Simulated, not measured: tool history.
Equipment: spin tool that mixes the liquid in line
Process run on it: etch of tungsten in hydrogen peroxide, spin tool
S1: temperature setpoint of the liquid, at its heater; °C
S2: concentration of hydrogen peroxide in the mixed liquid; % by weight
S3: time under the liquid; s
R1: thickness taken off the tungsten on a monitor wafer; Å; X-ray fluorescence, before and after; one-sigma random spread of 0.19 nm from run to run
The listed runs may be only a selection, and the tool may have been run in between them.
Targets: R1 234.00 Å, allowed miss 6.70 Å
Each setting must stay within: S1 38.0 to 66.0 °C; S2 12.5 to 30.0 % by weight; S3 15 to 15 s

{"run": 1, "hour": 0.0, "S1": 54.0, "S2": 23.5, "S3": 15, "R1": 170.03}
{"run": 2, "hour": 1.3, "S1": 55.5, "S2": 23.5, "S3": 15, "R1": 187.79}
{"run": 3, "hour": 4.2, "S1": 55.5, "S2": 23.5, "S3": 15, "R1": 188.02}
{"run": 4, "hour": 7.0, "S1": 56.5, "S2": 23.5, "S3": 15, "R1": 196.07}
{"run": 5, "hour": 11.0, "S1": 56.5, "S2": 20.5, "S3": 15, "R1": 183.88}
{"run": 6, "hour": 15.0, "S1": 56.5, "S2": 17.0, "S3": 15, "R1": 170.05}
{"run": 7, "hour": 22.2, "S1": 58.0, "S2": 17.0, "S3": 15, "R1": 183.39}
{"run": 8, "hour": 26.9, "S1": 59.0, "S2": 17.0, "S3": 15, "R1": 195.05}
{"run": 9, "hour": 28.7, "S1": 60.0, "S2": 17.0, "S3": 15, "R1": 205.27}
{"run": 10, "hour": 34.7, "S1": 60.5, "S2": 17.0, "S3": 15, "R1": 213.57}
{"run": 11, "hour": 35.2, "S1": 61.0, "S2": 17.0, "S3": 15, "R1": 217.31}
{"run": 12, "hour": 43.2, "S1": 61.5, "S2": 17.0, "S3": 15, "R1": 225.17}

Which of these 5 next moves meets every target?
{"run": "A", "hour": 51.2, "S1": 61.0, "S2": 17.0, "S3": 15, "R1": "?"}
{"run": "B", "hour": 51.2, "S1": 63.0, "S2": 13.5, "S3": 15, "R1": "?"}
{"run": "C", "hour": 51.2, "S1": 61.0, "S2": 15.5, "S3": 15, "R1": "?"}
{"run": "D", "hour": 51.2, "S1": 62.0, "S2": 17.0, "S3": 15, "R1": "?"}
{"run": "E", "hour": 51.2, "S1": 60.5, "S2": 16.5, "S3": 15, "R1": "?"}

move=A R1=216.41
move=B R1=216.07
move=C R1=206.65
move=D R1=229.11
move=E R1=207.20
A: the biggest miss grows against the last run
B: the biggest miss grows against the last run
C: the biggest miss grows against the last run
D: every result within its allowed miss
E: the biggest miss grows against the last run
Move D is the one to make.
